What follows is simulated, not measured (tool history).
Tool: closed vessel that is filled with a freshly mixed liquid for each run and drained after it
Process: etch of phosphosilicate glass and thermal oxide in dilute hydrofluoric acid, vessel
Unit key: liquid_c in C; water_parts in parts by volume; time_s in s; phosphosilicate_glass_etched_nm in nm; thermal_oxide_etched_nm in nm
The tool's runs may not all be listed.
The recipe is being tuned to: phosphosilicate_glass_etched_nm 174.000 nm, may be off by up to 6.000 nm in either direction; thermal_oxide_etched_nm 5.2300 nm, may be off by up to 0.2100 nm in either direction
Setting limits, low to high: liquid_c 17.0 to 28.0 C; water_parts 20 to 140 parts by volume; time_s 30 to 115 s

run,day,liquid_c,water_parts,time_s,phosphosilicate_glass_etched_nm,thermal_oxide_etched_nm
1,0.000,20.0,75,60,130.990,3.9323
2,0.133,20.0,75,40,88.227,2.6418
3,0.196,20.0,75,30,66.730,2.0311
4,0.304,22.0,65,30,83.617,2.4930
5,0.596,22.0,80,30,67.602,1.9822
6,0.692,23.5,80,30,70.110,2.0761
7,0.879,24.5,65,30,94.144,2.8196
8,0.983,25.5,55,30,114.690,3.4553
9,1.154,26.0,50,30,129.840,3.9083
10,1.525,26.5,45,30,146.980,4.4842
11,1.746,27.0,45,30,149.230,4.5798

4 candidate next runs follow, results not yet known. Just one meets every target within its allowed miss. Identify it.
A,1.967,27.5,65,50,?,?
B,1.967,26.5,85,65,?,?
C,1.967,25.5,95,75,?,?
D,1.967,26.0,60,45,?,?

move,phosphosilicate_glass_etched_nm,thermal_oxide_etched_nm
A,172.860,5.1692
B,161.100,4.8175
C,158.000,4.7249
D,159.700,4.7756
A: every result lands within tolerance
B: closes in on the targets versus the last run, not all within tolerance yet
C: closes in on the targets versus the last run, not all within tolerance yet
D: closes in on the targets versus the last run, not all within tolerance yet
The move that meets every target is A.
